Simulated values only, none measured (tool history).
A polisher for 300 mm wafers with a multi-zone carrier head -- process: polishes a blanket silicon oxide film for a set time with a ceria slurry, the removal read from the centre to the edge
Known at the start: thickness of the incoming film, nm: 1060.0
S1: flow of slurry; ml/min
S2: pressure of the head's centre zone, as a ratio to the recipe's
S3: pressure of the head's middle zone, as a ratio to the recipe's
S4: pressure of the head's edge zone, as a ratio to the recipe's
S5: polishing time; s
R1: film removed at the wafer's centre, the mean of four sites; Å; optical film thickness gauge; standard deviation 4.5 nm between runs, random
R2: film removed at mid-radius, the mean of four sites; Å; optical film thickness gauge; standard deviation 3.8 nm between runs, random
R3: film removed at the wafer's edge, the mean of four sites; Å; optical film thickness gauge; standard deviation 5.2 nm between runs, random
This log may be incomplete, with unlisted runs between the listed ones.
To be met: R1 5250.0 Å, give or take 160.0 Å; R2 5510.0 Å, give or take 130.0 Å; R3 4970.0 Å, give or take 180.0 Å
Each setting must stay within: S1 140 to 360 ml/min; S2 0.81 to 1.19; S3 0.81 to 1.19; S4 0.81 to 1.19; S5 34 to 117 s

| run | day | S1 | S2 | S3 | S4 | S5 | R1 | R2 | R3 |
|---|---|---|---|---|---|---|---|---|---|
| 1 | 0.000 | 230 | 1.00 | 1.00 | 1.00 | 75 | 3582.5 | 3760.6 | 3652.0 |
| 2 | 0.162 | 230 | 1.00 | 1.00 | 1.00 | 56 | 2695.6 | 2791.3 | 2726.0 |
| 3 | 0.371 | 245 | 1.03 | 1.04 | 1.03 | 63 | 3168.7 | 3244.0 | 3171.9 |
| 4 | 0.404 | 245 | 0.99 | 1.04 | 1.03 | 63 | 3007.6 | 3263.3 | 3124.7 |
| 5 | 0.617 | 190 | 0.99 | 1.04 | 1.03 | 63 | 2920.0 | 3158.3 | 3046.4 |
| 6 | 0.817 | 190 | 0.94 | 1.04 | 1.03 | 63 | 2804.4 | 3140.8 | 3074.6 |
| 7 | 1.067 | 210 | 0.99 | 1.07 | 1.06 | 69 | 3263.9 | 3604.1 | 3385.0 |
| 8 | 1.233 | 230 | 1.01 | 1.08 | 1.09 | 74 | 3603.0 | 3937.9 | 3757.2 |
| 9 | 1.300 | 245 | 1.04 | 1.10 | 1.11 | 77 | 3900.3 | 4186.2 | 3969.9 |
| 10 | 1.388 | 260 | 1.06 | 1.12 | 1.12 | 80 | 4171.3 | 4405.3 | 4144.8 |
| 11 | 1.583 | 265 | 1.07 | 1.14 | 1.13 | 83 | 4319.4 | 4640.3 | 4361.4 |

Consider the 5 candidate settings below. Which is the only one whose results all fall within their allowed miss of target?
| A | 1.779 | 265 | 1.04 | 1.13 | 1.15 | 94 | ? | ? | ? |
| B | 1.779 | 265 | 1.02 | 1.19 | 1.18 | 74 | ? | ? | ? |
| C | 1.779 | 240 | 1.04 | 1.07 | 0.96 | 104 | ? | ? | ? |
| D | 1.779 | 275 | 1.15 | 0.81 | 1.19 | 100 | ? | ? | ? |
| E | 1.779 | 220 | 1.04 | 1.19 | 1.04 | 101 | ? | ? | ? |

| move | R1 | R2 | R3 |
|---|---|---|---|
| A | 4745.6 | 5280.1 | 5029.6 |
| B | 3665.0 | 4346.7 | 4009.7 |
| C | 5181.6 | 5513.1 | 5049.0 |
| D | 5598.7 | 4264.1 | 5486.9 |
| E | 4974.7 | 5801.1 | 5046.3 |
A: nearer than the last run, and not there yet
B: its largest miss is bigger than the last run's
C: all results in spec
D: its largest miss is bigger than the last run's
E: takes the biggest miss from the last run beyond its target
Correct choice: C, which meets every target
